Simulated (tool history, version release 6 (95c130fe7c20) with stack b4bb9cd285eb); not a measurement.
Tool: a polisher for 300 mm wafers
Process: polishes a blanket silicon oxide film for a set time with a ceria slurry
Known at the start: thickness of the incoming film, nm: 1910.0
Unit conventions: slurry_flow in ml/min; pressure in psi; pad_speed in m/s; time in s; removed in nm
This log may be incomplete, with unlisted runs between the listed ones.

run  hour  slurry_flow  pressure  pad_speed  time  removed
  1   0.0          260       2.7       1.04    32  129.190
  2   0.7          260       2.7       0.94    32  119.630
  3   4.5          260       2.7       1.02    32  129.440
  4  13.0          295       2.7       1.02    32  128.730
  5  20.9          295       2.7       0.80    32  108.270
  6  25.9          295       2.3       0.80    32   93.414
  7  27.9          300       3.0       0.94    32  134.080
  8  32.8          300       3.2       0.96    32  148.910
  9  38.5          300       3.3       0.96    32  154.450
 10  45.4          300       3.4       0.96    32  152.550
 11  52.6          300       3.5       0.98    32  165.850
 12  56.6          300       3.6       0.98    32  164.700
 13  63.4          300       3.7       0.98    32  174.700

Run 14 comes next. What will it give?
 14  64.3          300       3.7       0.98    32        ?

Logged for run 14: removed 175.040 nm.

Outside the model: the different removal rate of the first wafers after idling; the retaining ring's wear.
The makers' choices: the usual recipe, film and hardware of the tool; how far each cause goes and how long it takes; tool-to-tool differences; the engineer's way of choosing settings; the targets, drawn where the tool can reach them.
